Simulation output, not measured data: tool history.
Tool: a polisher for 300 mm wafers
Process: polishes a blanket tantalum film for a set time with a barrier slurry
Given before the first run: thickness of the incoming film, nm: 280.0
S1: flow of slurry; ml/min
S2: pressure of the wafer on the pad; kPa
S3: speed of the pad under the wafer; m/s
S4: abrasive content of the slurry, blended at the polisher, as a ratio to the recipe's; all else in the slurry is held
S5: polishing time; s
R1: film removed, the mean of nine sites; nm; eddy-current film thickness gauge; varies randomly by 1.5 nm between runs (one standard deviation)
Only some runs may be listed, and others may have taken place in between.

run	hour	S1	S2	S3	S4	S5	R1
1	0	205	13.1	1.14	1	70	112.61
2	1.5	210	14.5	1.14	1	70	123.43
3	7.7	210	14.5	1.14	1	73	129.93
4	12.6	210	15.2	1.14	1	73	136.8
5	20.3	210	15.2	1.3	1	73	155.47
6	25.3	210	15.2	1.04	1	73	124.45

What does the tool deliver on the next run?
7	29.5	210	16.5	1.04	1	73	?

R1: 135.7 nm
